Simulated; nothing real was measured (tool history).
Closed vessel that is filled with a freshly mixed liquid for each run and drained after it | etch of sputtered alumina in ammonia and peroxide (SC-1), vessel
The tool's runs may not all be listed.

| run | hour | temperature setpoint of the liquid (K) | parts of 29 % ammonia solution to one part of 30 % peroxide (parts by volume) | time in the liquid (s) | thickness taken off the sputtered alumina on a monitor wafer (Å) |
|---|---|---|---|---|---|
| 1 | 0 | 322.15 | 0.9 | 215 | 60.075 |
| 2 | 6.9 | 317.65 | 0.9 | 215 | 46.482 |
| 3 | 12.3 | 312.65 | 0.9 | 215 | 34.891 |
| 4 | 14 | 313.65 | 0.9 | 215 | 37.071 |
| 5 | 21.7 | 314.65 | 0.9 | 215 | 39.149 |
| 6 | 28.3 | 315.15 | 0.9 | 215 | 40.213 |
| 7 | 36.8 | 315.65 | 0.9 | 215 | 41.204 |

The next listed run, before its measurement:
| 8 | 43.2 | 316.15 | 0.9 | 215 | ? |

Run 8 gave thickness taken off the sputtered alumina on a monitor wafer (Å) 42.589.
